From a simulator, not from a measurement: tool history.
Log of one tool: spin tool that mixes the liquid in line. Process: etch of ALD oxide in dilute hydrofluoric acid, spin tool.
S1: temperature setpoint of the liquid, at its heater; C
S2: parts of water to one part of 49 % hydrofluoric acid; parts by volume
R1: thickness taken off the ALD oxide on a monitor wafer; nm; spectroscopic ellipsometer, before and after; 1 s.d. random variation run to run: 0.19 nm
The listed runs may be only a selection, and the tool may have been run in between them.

{"run": 1, "day": 0.0, "S1": 26, "S2": 195, "time under the liquid (s)": 265, "R1": 33.241}
{"run": 2, "day": 0.217, "S1": 24, "S2": 200, "time under the liquid (s)": 265, "R1": 30.093}
{"run": 3, "day": 0.504, "S1": 24, "S2": 140, "time under the liquid (s)": 265, "R1": 45.025}
{"run": 4, "day": 0.767, "S1": 24, "S2": 140, "time under the liquid (s)": 265, "R1": 45.815}
{"run": 5, "day": 1.129, "S1": 24, "S2": 140, "time under the liquid (s)": 265, "R1": 45.378}
{"run": 6, "day": 1.192, "S1": 24, "S2": 140, "time under the liquid (s)": 285, "R1": 49.89}
{"run": 7, "day": 1.462, "S1": 22.5, "S2": 170, "time under the liquid (s)": 285, "R1": 37.332}
{"run": 8, "day": 1.567, "S1": 21, "S2": 180, "time under the liquid (s)": 285, "R1": 32.278}
{"run": 9, "day": 1.821, "S1": 20, "S2": 190, "time under the liquid (s)": 285, "R1": 29.275}
{"run": 10, "day": 1.971, "S1": 19.5, "S2": 195, "time under the liquid (s)": 285, "R1": 27.745}
{"run": 11, "day": 2.225, "S1": 19, "S2": 200, "time under the liquid (s)": 285, "R1": 26.2}
{"run": 12, "day": 2.529, "S1": 18.5, "S2": 205, "time under the liquid (s)": 285, "R1": 25.542}

For run 13, what comes out?
{"run": 13, "day": 2.896, "S1": 18.5, "S2": 210, "time under the liquid (s)": 285, "R1": "?"}

{"run 13": {"R1": 24.533}}

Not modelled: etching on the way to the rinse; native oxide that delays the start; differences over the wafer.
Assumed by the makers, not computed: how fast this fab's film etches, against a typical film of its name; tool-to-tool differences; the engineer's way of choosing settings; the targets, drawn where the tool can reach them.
